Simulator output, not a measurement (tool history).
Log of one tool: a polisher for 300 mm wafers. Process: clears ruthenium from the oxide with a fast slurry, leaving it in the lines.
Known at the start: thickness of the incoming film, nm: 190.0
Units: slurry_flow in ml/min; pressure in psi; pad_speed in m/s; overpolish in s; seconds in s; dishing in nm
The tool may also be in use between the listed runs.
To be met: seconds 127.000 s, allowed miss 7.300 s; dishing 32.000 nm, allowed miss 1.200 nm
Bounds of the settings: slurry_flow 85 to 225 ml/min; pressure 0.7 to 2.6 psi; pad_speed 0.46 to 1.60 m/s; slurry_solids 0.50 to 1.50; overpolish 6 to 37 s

run,hour,slurry_flow,pressure,pad_speed,slurry_solids,overpolish,seconds,dishing
1,0.0,145,1.6,1.02,1.00,19,83.083,34.448
2,1.7,140,1.4,1.02,1.00,21,96.705,33.411
3,10.7,140,1.4,1.20,1.00,21,87.646,37.191
4,19.6,130,1.3,1.20,1.00,22,97.001,35.309
5,24.1,120,1.2,1.20,1.00,23,107.020,34.675
6,26.6,120,0.8,1.20,1.00,23,148.270,24.322
7,35.4,125,0.8,1.20,1.00,24,152.900,25.270
8,40.0,125,0.9,1.20,1.00,24,135.950,28.640
9,41.6,130,0.9,1.20,1.00,24,134.220,28.710
10,45.6,135,0.9,1.20,1.00,24,128.680,28.548
11,48.3,130,0.9,1.20,1.00,24,133.040,28.167
12,55.5,130,0.9,1.20,1.00,25,133.980,29.501

4 next moves are on the table. One of them brings every result within its allowed miss. Which?
A,62.7,115,1.1,1.14,0.90,20,?,?
B,62.7,100,1.1,1.32,1.00,22,?,?
C,62.7,130,1.2,0.96,0.85,26,?,?
D,62.7,130,1.1,1.36,0.80,23,?,?

move,seconds,dishing
A,123.390,25.893
B,109.190,31.487
C,128.720,31.556
D,110.420,32.428
A: further off than the last run
B: brings the result that was furthest off to its target, and leaves another outside
C: meets every target
D: brings the result that was furthest off to its target, and leaves another outside
Move C is the one to make.
